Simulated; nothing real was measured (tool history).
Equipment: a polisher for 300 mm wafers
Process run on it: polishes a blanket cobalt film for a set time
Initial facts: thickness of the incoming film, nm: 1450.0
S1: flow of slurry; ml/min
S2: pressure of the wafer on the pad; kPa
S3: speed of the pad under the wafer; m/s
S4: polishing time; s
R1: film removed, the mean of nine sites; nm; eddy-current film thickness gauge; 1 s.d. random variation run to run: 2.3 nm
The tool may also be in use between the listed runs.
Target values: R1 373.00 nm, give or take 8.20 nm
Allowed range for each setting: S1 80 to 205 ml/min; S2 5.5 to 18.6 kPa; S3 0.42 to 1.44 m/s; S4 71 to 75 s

run 1 hour=0.0 | S1=135 S2=11.7 S3=0.92 S4=71 | R1=284.64
run 2 hour=8.8 | S1=165 S2=11.7 S3=0.92 S4=71 | R1=291.25
run 3 hour=10.7 | S1=165 S2=11.7 S3=0.92 S4=75 | R1=309.35
run 4 hour=15.7 | S1=165 S2=12.4 S3=0.92 S4=75 | R1=326.84
run 5 hour=18.8 | S1=165 S2=13.1 S3=0.92 S4=75 | R1=342.53
run 6 hour=25.9 | S1=165 S2=13.1 S3=0.92 S4=71 | R1=327.24
run 7 hour=28.4 | S1=165 S2=13.8 S3=0.92 S4=71 | R1=343.73
run 8 hour=33.4 | S1=170 S2=14.5 S3=0.92 S4=71 | R1=362.13
run 9 hour=34.1 | S1=170 S2=14.5 S3=0.92 S4=71 | R1=365.46
run 10 hour=42.5 | S1=175 S2=14.5 S3=0.92 S4=71 | R1=366.15

4 candidate next runs follow, results not yet known. Just one meets every target within its allowed miss. Identify it.
run A hour=50.9 | S1=150 S2=13.8 S3=0.90 S4=74 | R1=?
run B hour=50.9 | S1=185 S2=13.8 S3=0.92 S4=71 | R1=?
run C hour=50.9 | S1=165 S2=13.1 S3=0.94 S4=75 | R1=?
run D hour=50.9 | S1=185 S2=13.8 S3=0.96 S4=73 | R1=?

move=A R1=347.99
move=B R1=352.30
move=C R1=355.04
move=D R1=376.96
A: the biggest miss grows against the last run
B: the biggest miss grows against the last run
C: the biggest miss grows against the last run
D: meets every target
Move D is the one to make.
